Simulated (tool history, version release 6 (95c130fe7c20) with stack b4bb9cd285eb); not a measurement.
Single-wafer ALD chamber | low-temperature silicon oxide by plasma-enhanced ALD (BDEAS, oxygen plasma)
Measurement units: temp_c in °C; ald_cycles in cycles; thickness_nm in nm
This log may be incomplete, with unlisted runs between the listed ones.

Run 1, day 0: temp_c 115 °C, ald_cycles 36 cycles. Result: thickness_nm 5.2245 nm.
Run 2, day 0.142: temp_c 115 °C, ald_cycles 34 cycles. Result: thickness_nm 4.9424 nm.
Run 3, day 0.233: temp_c 109 °C, ald_cycles 34 cycles. Result: thickness_nm 4.9947 nm.
Run 4, day 0.454: temp_c 109 °C, ald_cycles 35 cycles. Result: thickness_nm 5.1245 nm.
Run 5, day 0.771: temp_c 109 °C, ald_cycles 37 cycles. Result: thickness_nm 5.3787 nm.
Run 6, day 0.862: temp_c 109 °C, ald_cycles 33 cycles. Result: thickness_nm 4.8275 nm.

Run 7 is up next; what results do you expect?
Run 7, day 0.888: temp_c 109 °C, ald_cycles 33 cycles. Result: thickness_nm ?.

{"run 7": {"thickness_nm": 4.8527}}

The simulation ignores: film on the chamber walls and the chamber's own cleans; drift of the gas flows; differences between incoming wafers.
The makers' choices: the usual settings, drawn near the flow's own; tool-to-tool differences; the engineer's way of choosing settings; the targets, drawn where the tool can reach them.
